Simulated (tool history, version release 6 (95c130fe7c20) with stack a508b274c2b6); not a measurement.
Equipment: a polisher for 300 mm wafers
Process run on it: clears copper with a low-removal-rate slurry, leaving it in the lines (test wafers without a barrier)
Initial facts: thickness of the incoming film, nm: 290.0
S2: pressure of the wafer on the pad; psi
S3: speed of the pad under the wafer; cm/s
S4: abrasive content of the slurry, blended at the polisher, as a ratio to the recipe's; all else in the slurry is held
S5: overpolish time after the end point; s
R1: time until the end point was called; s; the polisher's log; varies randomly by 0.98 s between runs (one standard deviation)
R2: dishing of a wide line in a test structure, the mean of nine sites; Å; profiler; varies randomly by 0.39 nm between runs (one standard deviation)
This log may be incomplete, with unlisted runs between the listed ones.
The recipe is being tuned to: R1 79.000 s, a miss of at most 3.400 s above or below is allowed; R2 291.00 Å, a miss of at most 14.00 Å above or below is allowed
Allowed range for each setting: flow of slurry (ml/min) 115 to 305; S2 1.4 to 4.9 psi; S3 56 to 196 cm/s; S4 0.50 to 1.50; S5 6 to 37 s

{"run": 1, "day": 0.0, "flow of slurry (ml/min)": 195, "S2": 3.1, "S3": 126, "S4": 1.0, "S5": 19, "R1": 79.364, "R2": 443.66}
{"run": 2, "day": 0.167, "flow of slurry (ml/min)": 195, "S2": 3.5, "S3": 126, "S4": 1.0, "S5": 19, "R1": 71.667, "R2": 490.71}
{"run": 3, "day": 0.388, "flow of slurry (ml/min)": 200, "S2": 3.4, "S3": 128, "S4": 1.0, "S5": 16, "R1": 71.123, "R2": 434.99}
{"run": 4, "day": 0.433, "flow of slurry (ml/min)": 200, "S2": 3.3, "S3": 128, "S4": 1.0, "S5": 14, "R1": 75.509, "R2": 369.29}
{"run": 5, "day": 0.483, "flow of slurry (ml/min)": 200, "S2": 3.3, "S3": 128, "S4": 1.0, "S5": 13, "R1": 73.69, "R2": 347.58}
{"day": 0.825, "done": "slurry nozzle cleaned"}
{"run": 6, "day": 0.825, "flow of slurry (ml/min)": 200, "S2": 3.2, "S3": 128, "S4": 1.0, "S5": 12, "R1": 72.922, "R2": 331.37}
{"run": 7, "day": 0.879, "flow of slurry (ml/min)": 200, "S2": 3.1, "S3": 128, "S4": 1.0, "S5": 12, "R1": 74.963, "R2": 325.94}
{"run": 8, "day": 0.9, "flow of slurry (ml/min)": 200, "S2": 3.1, "S3": 128, "S4": 1.0, "S5": 12, "R1": 77.743, "R2": 329.14}

Exercise: of the 5 proposed moves below, exactly one satisfies all targets within the stated allowed misses. Which move is it?
{"run": "A", "day": 0.921, "flow of slurry (ml/min)": 235, "S2": 3.3, "S3": 114, "S4": 1.1, "S5": 15, "R1": "?", "R2": "?"}
{"run": "B", "day": 0.921, "flow of slurry (ml/min)": 215, "S2": 2.9, "S3": 134, "S4": 1.05, "S5": 14, "R1": "?", "R2": "?"}
{"run": "C", "day": 0.921, "flow of slurry (ml/min)": 195, "S2": 2.8, "S3": 132, "S4": 1.2, "S5": 11, "R1": "?", "R2": "?"}
{"run": "D", "day": 0.921, "flow of slurry (ml/min)": 140, "S2": 3.8, "S3": 108, "S4": 0.95, "S5": 13, "R1": "?", "R2": "?"}
{"run": "E", "day": 0.921, "flow of slurry (ml/min)": 185, "S2": 2.8, "S3": 136, "S4": 0.95, "S5": 15, "R1": "?", "R2": "?"}

move=A R1=73.855 R2=395.89
move=B R1=76.945 R2=360.23
move=C R1=78.550 R2=290.25
move=D R1=75.698 R2=348.66
move=E R1=82.868 R2=358.00
A: further off than the last run
B: further off than the last run
C: meets every target
D: further off than the last run
E: further off than the last run
Move C is the one to make.
